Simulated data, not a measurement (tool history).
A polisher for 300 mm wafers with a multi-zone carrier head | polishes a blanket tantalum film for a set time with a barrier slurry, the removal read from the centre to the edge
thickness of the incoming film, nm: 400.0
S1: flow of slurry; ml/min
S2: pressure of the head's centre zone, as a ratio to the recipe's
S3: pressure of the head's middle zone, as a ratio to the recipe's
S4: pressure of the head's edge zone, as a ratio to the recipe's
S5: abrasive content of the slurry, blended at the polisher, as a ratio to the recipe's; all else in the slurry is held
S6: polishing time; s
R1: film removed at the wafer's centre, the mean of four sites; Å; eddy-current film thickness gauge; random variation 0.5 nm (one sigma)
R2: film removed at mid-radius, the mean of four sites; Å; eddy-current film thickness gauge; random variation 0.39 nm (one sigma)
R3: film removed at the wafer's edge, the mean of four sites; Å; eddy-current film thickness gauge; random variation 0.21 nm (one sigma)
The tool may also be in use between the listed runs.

run,hour,S1,S2,S3,S4,S5,S6,R1,R2,R3
1,0,155,1,1,1,1,80,741.85,736.23,718.14
2,5.1,155,1,1,1,1,71,637.03,655.1,642.73
3,6.5,150,1,0.98,0.98,0.95,67,586.09,584.07,584.37
4,13,150,1.05,0.98,0.98,0.95,67,631.47,584.22,587.03
5,20.7,150,1.11,0.98,0.98,0.95,67,665.01,585.05,582.05
6,25.8,150,1.11,0.98,1.06,0.95,67,661.9,575.85,600.9
7,30.3,145,1.09,0.98,1.04,0.9,63,588.59,533.95,548.07

Run 8 comes next. What will it give?
8,34,145,1.09,0.98,1.04,0.9,63,?,?,?

{"run 8": {"R1": 589.19, "R2": 533.67, "R3": 548.59}}
